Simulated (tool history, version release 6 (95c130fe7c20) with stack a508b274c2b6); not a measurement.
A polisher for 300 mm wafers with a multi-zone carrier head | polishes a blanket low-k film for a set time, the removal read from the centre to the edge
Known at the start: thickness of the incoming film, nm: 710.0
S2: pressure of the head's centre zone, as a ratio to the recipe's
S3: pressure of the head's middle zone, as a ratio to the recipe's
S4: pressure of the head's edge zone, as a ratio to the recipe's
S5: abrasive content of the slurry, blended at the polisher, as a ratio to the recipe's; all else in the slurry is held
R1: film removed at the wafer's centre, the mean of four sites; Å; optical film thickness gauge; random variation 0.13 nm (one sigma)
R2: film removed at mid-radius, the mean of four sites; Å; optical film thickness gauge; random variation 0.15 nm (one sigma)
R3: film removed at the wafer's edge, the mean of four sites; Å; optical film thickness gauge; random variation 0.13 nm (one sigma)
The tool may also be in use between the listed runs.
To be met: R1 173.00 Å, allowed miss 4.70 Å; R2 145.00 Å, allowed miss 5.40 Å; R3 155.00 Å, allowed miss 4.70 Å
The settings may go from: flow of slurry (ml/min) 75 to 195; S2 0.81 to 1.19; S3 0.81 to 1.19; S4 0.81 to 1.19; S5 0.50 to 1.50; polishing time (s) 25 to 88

Run 1, day 0.000: flow of slurry (ml/min) 125, S2 1.00, S3 1.00, S4 1.00, S5 1.00, polishing time (s) 56. Result: R1 199.02 Å, R2 200.15 Å, R3 202.23 Å.
Run 2, day 0.025: flow of slurry (ml/min) 115, S2 1.02, S3 0.96, S4 0.95, S5 0.90, polishing time (s) 56. Result: R1 186.77 Å, R2 179.42 Å, R3 182.87 Å.
Run 3, day 0.288: flow of slurry (ml/min) 105, S2 1.04, S3 0.92, S4 0.91, S5 0.85, polishing time (s) 56. Result: R1 183.82 Å, R2 162.04 Å, R3 172.75 Å.
Run 4, day 0.562: flow of slurry (ml/min) 105, S2 1.04, S3 0.92, S4 0.91, S5 1.00, polishing time (s) 56. Result: R1 195.18 Å, R2 177.71 Å, R3 188.54 Å.
Run 5, day 0.642: flow of slurry (ml/min) 100, S2 1.05, S3 0.91, S4 0.89, S5 0.90, polishing time (s) 56. Result: R1 189.38 Å, R2 165.63 Å, R3 174.68 Å.
Run 6, day 1.000: flow of slurry (ml/min) 95, S2 1.05, S3 0.90, S4 0.87, S5 0.85, polishing time (s) 56. Result: R1 177.82 Å, R2 156.39 Å, R3 167.14 Å.
Run 7, day 1.333: flow of slurry (ml/min) 90, S2 1.06, S3 0.89, S4 0.85, S5 0.85, polishing time (s) 56. Result: R1 180.99 Å, R2 156.20 Å, R3 163.58 Å.
Run 8, day 1.462: flow of slurry (ml/min) 75, S2 1.05, S3 0.83, S4 0.82, S5 0.80, polishing time (s) 56. Result: R1 161.03 Å, R2 134.10 Å, R3 154.64 Å.

4 next moves are on the table. One of them brings every result within its allowed miss. Which?
Run A, day 1.592: flow of slurry (ml/min) 75, S2 1.03, S3 0.93, S4 0.84, S5 0.85, polishing time (s) 54. Result: R1 ?, R2 ?, R3 ?.
Run B, day 1.592: flow of slurry (ml/min) 75, S2 1.08, S3 0.88, S4 0.81, S5 0.85, polishing time (s) 56. Result: R1 ?, R2 ?, R3 ?.
Run C, day 1.592: flow of slurry (ml/min) 90, S2 0.98, S3 0.87, S4 0.85, S5 0.85, polishing time (s) 52. Result: R1 ?, R2 ?, R3 ?.
Run D, day 1.592: flow of slurry (ml/min) 75, S2 1.15, S3 0.82, S4 0.83, S5 1.05, polishing time (s) 49. Result: R1 ?, R2 ?, R3 ?.

move      R1      R2      R3
   A  157.34  148.50  151.31
   B  171.08  147.06  154.53
   C  152.76  142.32  151.51
   D  175.66  133.76  150.72
A: further off than the last run
B: meets every target
C: further off than the last run
D: brings the result that was furthest off to its target, and leaves another outside
Move B is the one to make.
